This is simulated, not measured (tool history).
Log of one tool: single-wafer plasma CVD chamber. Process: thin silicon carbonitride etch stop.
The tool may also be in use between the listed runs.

run    day  RF power (kW)  deposition time (s)  mean film thickness on the monitor wafer (angstrom)
  1  0.000          0.215                 19.3                                              113.440
  2  0.158          0.215                 16.9                                              100.890
  3  0.400          0.210                 16.7                                               97.487
  4  0.542          0.205                 16.6                                               97.478
  5  0.612          0.220                 16.6                                               99.590
  6  0.646          0.215                 16.5                                               97.961
  7  0.938          0.210                 16.4                                               96.471
  8  1.121          0.205                 16.3                                               95.043

The next listed run, before its measurement:
  9  1.442          0.200                 16.2                                                    ?

{"run 9": {"mean film thickness on the monitor wafer (angstrom)": 94.335}}
